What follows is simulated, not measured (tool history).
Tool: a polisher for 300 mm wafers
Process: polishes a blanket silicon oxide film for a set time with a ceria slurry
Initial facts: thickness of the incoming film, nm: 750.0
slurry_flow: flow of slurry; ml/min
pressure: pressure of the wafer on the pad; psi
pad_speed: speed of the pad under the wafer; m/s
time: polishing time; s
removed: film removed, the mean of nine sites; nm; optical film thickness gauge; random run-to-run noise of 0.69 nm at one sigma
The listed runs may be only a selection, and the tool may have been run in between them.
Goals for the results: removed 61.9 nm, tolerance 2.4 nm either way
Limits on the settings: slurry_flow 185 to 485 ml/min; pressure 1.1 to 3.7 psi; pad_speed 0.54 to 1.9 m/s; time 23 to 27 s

run  hour  slurry_flow  pressure  pad_speed  time  removed
  1     0          310       2.4       1.22    27   118.13
  2   4.7          310       2.4       1.22    27   118.55
  3  13.4          310       2.4       1.22    27   115.67
  4    22          250       2.4       1.22    27   115.18
  5  26.5          250       2.4       1.22    23   96.852
  6  32.3          250       2.8       1.22    23   111.92
  7  39.9          245       2.5        1.2    23   98.689
  8  43.3          240       2.3        1.2    23   92.005
  9  51.3          235       2.1        1.2    23   86.063

Consider the 5 candidate settings below. Which is the only one whose results all fall within their allowed miss of target?
  A  59.3          225       1.8       1.08    24        ?
  B  59.3          200       2.6        1.3    27        ?
  C  59.3          190       1.5       1.26    25        ?
  D  59.3          190         2       1.06    23        ?
  E  59.3          185       2.2       0.82    24        ?

move  removed
   A   68.234
   B   125.28
   C   68.282
   D    68.72
   E    61.16
A: an improvement on the last run, though not all results are within tolerance
B: its largest miss is bigger than the last run's
C: an improvement on the last run, though not all results are within tolerance
D: an improvement on the last run, though not all results are within tolerance
E: every result lands within tolerance
Go with E: it meets all targets.
